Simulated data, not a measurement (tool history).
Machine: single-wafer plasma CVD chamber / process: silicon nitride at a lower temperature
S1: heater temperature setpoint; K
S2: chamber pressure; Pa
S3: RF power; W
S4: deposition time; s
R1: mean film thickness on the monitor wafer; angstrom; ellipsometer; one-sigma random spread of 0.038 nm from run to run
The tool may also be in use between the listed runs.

{"run": 1, "hour": 0.0, "S1": 623.15, "S2": 195, "S3": 325, "S4": 17.8, "R1": 203.32}
{"run": 2, "hour": 4.0, "S1": 623.15, "S2": 181, "S3": 325, "S4": 17.8, "R1": 200.97}
{"run": 3, "hour": 9.7, "S1": 631.15, "S2": 181, "S3": 325, "S4": 17.8, "R1": 200.4}
{"run": 4, "hour": 17.4, "S1": 631.15, "S2": 215, "S3": 325, "S4": 17.8, "R1": 206.77}
{"run": 5, "hour": 26.0, "S1": 631.15, "S2": 195, "S3": 325, "S4": 17.8, "R1": 203.08}
{"run": 6, "hour": 30.1, "S1": 631.15, "S2": 180, "S3": 310, "S4": 17.8, "R1": 192.05}
{"run": 7, "hour": 37.8, "S1": 631.15, "S2": 167, "S3": 305, "S4": 17.8, "R1": 187.3}
{"run": 8, "hour": 45.9, "S1": 631.15, "S2": 156, "S3": 300, "S4": 17.8, "R1": 181.99}
{"run": 9, "hour": 47.7, "S1": 631.15, "S2": 148, "S3": 300, "S4": 17.8, "R1": 180.24}

For run 10, what comes out?
{"run": 10, "hour": 53.6, "S1": 631.15, "S2": 141, "S3": 300, "S4": 17.8, "R1": "?"}

Logged for run 10: R1 179.47 angstrom.

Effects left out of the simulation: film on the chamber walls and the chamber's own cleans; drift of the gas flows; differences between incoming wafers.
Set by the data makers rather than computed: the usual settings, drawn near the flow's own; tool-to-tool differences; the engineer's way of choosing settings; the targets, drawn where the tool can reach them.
